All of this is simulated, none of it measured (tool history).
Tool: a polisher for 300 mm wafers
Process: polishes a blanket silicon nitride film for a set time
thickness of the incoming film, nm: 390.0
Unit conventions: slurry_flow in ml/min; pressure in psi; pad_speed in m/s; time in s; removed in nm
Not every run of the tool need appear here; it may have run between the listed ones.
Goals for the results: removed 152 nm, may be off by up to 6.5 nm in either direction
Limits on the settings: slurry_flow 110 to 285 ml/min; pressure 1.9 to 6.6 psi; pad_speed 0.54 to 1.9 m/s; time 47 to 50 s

run,hour,slurry_flow,pressure,pad_speed,time,removed
1,0,180,4.2,1.22,47,126.91
2,2.3,225,4.2,1.22,47,129.6
3,8.6,225,4.2,1.22,47,127.5
4,15.9,225,3.8,1.22,47,116.97
# hour 18.7: head pressure recalibrated
5,18.7,225,4.1,1.22,47,113.36
6,27.3,225,4.1,0.98,47,102.59
7,28,225,4.6,1,47,115.48
8,32.8,225,5,1,47,122.22
9,37.4,225,5.3,1,47,127.34
10,44.5,225,5.6,1,47,135.59

Consider the 5 candidate settings below. Which is the only one whose results all fall within their allowed miss of target?
A,51.6,190,4.6,1.08,48,?
B,51.6,225,5.2,1.22,50,?
C,51.6,210,6.1,1.08,50,?
D,51.6,225,5,0.88,47,?
E,51.6,240,4.8,0.9,47,?

move,removed
A,117.68
B,148.05
C,160.39
D,114.65
E,112.22
A: misses by more than the last run did
B: meets every target
C: takes the biggest miss from the last run beyond its target
D: misses by more than the last run did
E: misses by more than the last run did
Correct choice: B, which meets every target

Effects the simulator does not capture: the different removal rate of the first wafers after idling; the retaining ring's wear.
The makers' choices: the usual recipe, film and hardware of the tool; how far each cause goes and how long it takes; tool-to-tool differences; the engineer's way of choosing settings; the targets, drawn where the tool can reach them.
